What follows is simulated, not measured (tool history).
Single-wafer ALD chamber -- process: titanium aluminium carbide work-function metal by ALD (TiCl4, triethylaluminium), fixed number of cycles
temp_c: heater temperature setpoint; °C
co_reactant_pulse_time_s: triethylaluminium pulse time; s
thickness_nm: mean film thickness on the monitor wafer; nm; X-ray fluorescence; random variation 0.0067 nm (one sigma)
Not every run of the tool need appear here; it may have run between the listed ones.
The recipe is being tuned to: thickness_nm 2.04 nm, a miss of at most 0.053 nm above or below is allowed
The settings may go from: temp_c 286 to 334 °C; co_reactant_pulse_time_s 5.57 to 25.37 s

Run 1, day 0: temp_c 310 °C, co_reactant_pulse_time_s 15.47 s. Result: thickness_nm 2.2984 nm.
Run 2, day 0.104: temp_c 307 °C, co_reactant_pulse_time_s 14.77 s. Result: thickness_nm 2.2693 nm.
Run 3, day 0.283: temp_c 314 °C, co_reactant_pulse_time_s 14.77 s. Result: thickness_nm 2.3497 nm.
Run 4, day 0.629: temp_c 306 °C, co_reactant_pulse_time_s 14.77 s. Result: thickness_nm 2.2613 nm.
Run 5, day 0.671: temp_c 304 °C, co_reactant_pulse_time_s 14.3 s. Result: thickness_nm 2.2246 nm.
Run 6, day 0.796: temp_c 302 °C, co_reactant_pulse_time_s 14.15 s. Result: thickness_nm 2.2187 nm.
Run 7, day 0.871: temp_c 302 °C, co_reactant_pulse_time_s 14.15 s. Result: thickness_nm 2.2056 nm.
Run 8, day 1.125: temp_c 300 °C, co_reactant_pulse_time_s 14.03 s. Result: thickness_nm 2.1976 nm.

Exercise: of the 4 proposed moves below, exactly one satisfies all targets within the stated allowed misses. Which move is it?
Run A, day 1.379: temp_c 286 °C, co_reactant_pulse_time_s 11.99 s. Result: thickness_nm ?.
Run B, day 1.379: temp_c 290 °C, co_reactant_pulse_time_s 5.82 s. Result: thickness_nm ?.
Run C, day 1.379: temp_c 286 °C, co_reactant_pulse_time_s 5.71 s. Result: thickness_nm ?.
Run D, day 1.379: temp_c 286 °C, co_reactant_pulse_time_s 5.86 s. Result: thickness_nm ?.

move  thickness_nm
   A        2.0261
   B        1.9421
   C        1.8972
   D        1.9036
A: in spec on every target
B: the result that was furthest off in the last run now lies on the other side of its target
C: the result that was furthest off in the last run now lies on the other side of its target
D: the result that was furthest off in the last run now lies on the other side of its target
Answer: A

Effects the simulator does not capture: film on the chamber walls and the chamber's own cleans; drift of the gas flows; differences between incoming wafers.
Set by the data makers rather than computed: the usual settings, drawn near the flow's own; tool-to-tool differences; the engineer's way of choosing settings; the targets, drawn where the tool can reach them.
